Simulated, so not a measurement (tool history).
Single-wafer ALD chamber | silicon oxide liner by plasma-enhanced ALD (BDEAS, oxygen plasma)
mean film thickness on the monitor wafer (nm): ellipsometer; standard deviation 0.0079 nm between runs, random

run  hour  heater temperature setpoint (°C)  number of ALD cycles (cycles)  mean film thickness on the monitor wafer (nm)
  1     0                               325                             27                                         2.6669
  2     6                               317                             27                                         2.7055
  3   7.6                               319                             26                                         2.5919
  4   9.1                               328                             26                                         2.5567
  5  12.8                               336                             26                                         2.5196
  6  16.2                               336                             30                                         2.8993
  7  24.8                               337                             28                                         2.6974
  8  30.2                               338                             27                                         2.6118

Run 9 comes next. What will it give?
  9    31                               338                             26                                              ?

mean film thickness on the monitor wafer (nm): 2.5078
